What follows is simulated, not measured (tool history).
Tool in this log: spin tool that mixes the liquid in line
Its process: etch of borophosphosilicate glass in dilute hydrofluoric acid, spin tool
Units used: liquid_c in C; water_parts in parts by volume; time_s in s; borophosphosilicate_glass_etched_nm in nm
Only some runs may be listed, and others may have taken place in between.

| run | hour | liquid_c | water_parts | time_s | borophosphosilicate_glass_etched_nm |
|---|---|---|---|---|---|
| 1 | 0.0 | 24.0 | 275 | 90 | 6.5402 |
| 2 | 1.4 | 22.5 | 290 | 90 | 5.9273 |
| 3 | 8.4 | 21.5 | 305 | 90 | 5.4593 |
| 4 | 13.4 | 20.5 | 320 | 90 | 4.8827 |
| 5 | 20.1 | 19.5 | 325 | 90 | 4.5674 |
| 6 | 22.8 | 19.5 | 415 | 90 | 3.3643 |
| 7 | 31.5 | 21.0 | 415 | 90 | 3.5424 |
| 8 | 35.0 | 22.0 | 415 | 90 | 3.6040 |

Run 9 is up next; what results do you expect?
| 9 | 41.2 | 22.0 | 415 | 90 | ? |

{"run 9": {"borophosphosilicate_glass_etched_nm": 3.6495}}
